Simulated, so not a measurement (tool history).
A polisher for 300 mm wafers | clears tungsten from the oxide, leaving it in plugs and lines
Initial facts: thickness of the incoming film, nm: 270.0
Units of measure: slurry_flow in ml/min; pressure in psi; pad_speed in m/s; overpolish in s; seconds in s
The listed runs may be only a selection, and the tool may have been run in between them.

run,hour,slurry_flow,pressure,pad_speed,slurry_solids,overpolish,seconds
1,0,195,2.9,1.08,1,20,66.897
2,8.3,195,3.4,1.14,1,20,57.154
3,14.4,200,3.7,1.26,1,20,46.587
4,17.2,170,3.7,1.26,1,20,48.245
5,26.1,170,3.7,1.26,1,22,47.274
6,33.2,170,3.7,1.26,1,20,50.157

What does the tool deliver on the next run?
7,34.8,190,4,1.3,1,20,?

Run 7 came out at seconds 41.797 s.
